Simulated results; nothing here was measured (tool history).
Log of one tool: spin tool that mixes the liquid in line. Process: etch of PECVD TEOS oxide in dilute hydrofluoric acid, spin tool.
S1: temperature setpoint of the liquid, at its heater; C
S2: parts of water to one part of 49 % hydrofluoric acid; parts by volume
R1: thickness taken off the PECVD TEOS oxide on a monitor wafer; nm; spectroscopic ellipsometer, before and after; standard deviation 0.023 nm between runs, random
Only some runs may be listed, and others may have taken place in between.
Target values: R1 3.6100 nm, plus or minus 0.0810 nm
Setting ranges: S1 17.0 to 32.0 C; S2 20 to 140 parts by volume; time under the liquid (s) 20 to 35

{"run": 1, "hour": 0.0, "S1": 24.0, "S2": 75, "time under the liquid (s)": 35, "R1": 6.4519}
{"run": 2, "hour": 4.0, "S1": 24.0, "S2": 75, "time under the liquid (s)": 35, "R1": 6.4198}
{"run": 3, "hour": 11.4, "S1": 22.0, "S2": 75, "time under the liquid (s)": 35, "R1": 5.8673}
{"run": 4, "hour": 13.5, "S1": 25.5, "S2": 75, "time under the liquid (s)": 35, "R1": 6.8635}
{"run": 5, "hour": 18.6, "S1": 23.0, "S2": 80, "time under the liquid (s)": 35, "R1": 5.7863}
{"run": 6, "hour": 27.5, "S1": 21.0, "S2": 85, "time under the liquid (s)": 35, "R1": 4.9111}
{"run": 7, "hour": 35.0, "S1": 20.0, "S2": 90, "time under the liquid (s)": 35, "R1": 4.4608}
{"run": 8, "hour": 43.9, "S1": 17.0, "S2": 100, "time under the liquid (s)": 35, "R1": 3.4895}

Next run, 5 choices. One meets every target within its allowed miss, the rest don't. Which?
{"run": "A", "hour": 52.8, "S1": 22.0, "S2": 90, "time under the liquid (s)": 25, "R1": "?"}
{"run": "B", "hour": 52.8, "S1": 19.0, "S2": 105, "time under the liquid (s)": 35, "R1": "?"}
{"run": "C", "hour": 52.8, "S1": 17.5, "S2": 105, "time under the liquid (s)": 35, "R1": "?"}
{"run": "D", "hour": 52.8, "S1": 20.0, "S2": 115, "time under the liquid (s)": 35, "R1": "?"}
{"run": "E", "hour": 52.8, "S1": 19.0, "S2": 110, "time under the liquid (s)": 35, "R1": "?"}

move=A R1=3.4816
move=B R1=3.6324
move=C R1=3.4127
move=D R1=3.4180
move=E R1=3.4487
A: the biggest miss grows against the last run
B: every result lands within tolerance
C: the biggest miss grows against the last run
D: the biggest miss grows against the last run
E: the biggest miss grows against the last run
The move that meets every target is B.

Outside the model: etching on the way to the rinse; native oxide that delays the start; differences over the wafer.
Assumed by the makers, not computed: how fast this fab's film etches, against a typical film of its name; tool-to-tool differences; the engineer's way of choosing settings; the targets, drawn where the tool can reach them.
